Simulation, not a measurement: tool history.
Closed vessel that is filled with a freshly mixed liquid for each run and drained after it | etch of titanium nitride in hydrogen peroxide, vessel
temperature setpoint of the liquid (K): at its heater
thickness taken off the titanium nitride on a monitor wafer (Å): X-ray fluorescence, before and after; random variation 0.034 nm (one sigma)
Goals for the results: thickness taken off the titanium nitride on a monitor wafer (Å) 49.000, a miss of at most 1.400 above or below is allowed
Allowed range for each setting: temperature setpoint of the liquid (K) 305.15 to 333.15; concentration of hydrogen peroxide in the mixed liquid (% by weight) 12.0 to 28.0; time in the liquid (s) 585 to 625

| run | hour | temperature setpoint of the liquid (K) | concentration of hydrogen peroxide in the mixed liquid (% by weight) | time in the liquid (s) | thickness taken off the titanium nitride on a monitor wafer (Å) |
|---|---|---|---|---|---|
| 1 | 0.0 | 317.15 | 19.0 | 585 | 128.370 |
| 2 | 2.2 | 317.15 | 22.0 | 585 | 131.300 |
| 3 | 6.2 | 315.65 | 21.0 | 585 | 116.550 |
| 4 | 11.6 | 314.65 | 20.0 | 585 | 107.810 |
| 5 | 12.9 | 321.65 | 20.0 | 585 | 180.790 |
| 6 | 16.8 | 315.65 | 20.0 | 585 | 116.740 |
| 7 | 24.9 | 314.65 | 19.0 | 585 | 105.850 |
| 8 | 26.0 | 306.65 | 15.5 | 585 | 53.332 |
| 9 | 29.1 | 306.15 | 15.5 | 585 | 51.798 |

Which single option among these 5 for the next run brings every result within its allowed miss of target? Just one does.
| A | 32.2 | 306.15 | 12.0 | 620 | ? |
| B | 32.2 | 307.15 | 13.0 | 615 | ? |
| C | 32.2 | 305.15 | 16.5 | 585 | ? |
| D | 32.2 | 307.15 | 15.5 | 585 | ? |
| E | 32.2 | 305.65 | 19.5 | 585 | ? |

| move | thickness taken off the titanium nitride on a monitor wafer (Å) |
|---|---|
| A | 52.196 |
| B | 57.045 |
| C | 48.570 |
| D | 56.303 |
| E | 52.403 |
A: misses by more than the last run did
B: misses by more than the last run did
C: every result within its allowed miss
D: misses by more than the last run did
E: misses by more than the last run did
C is the move that brings every result within its allowed miss.
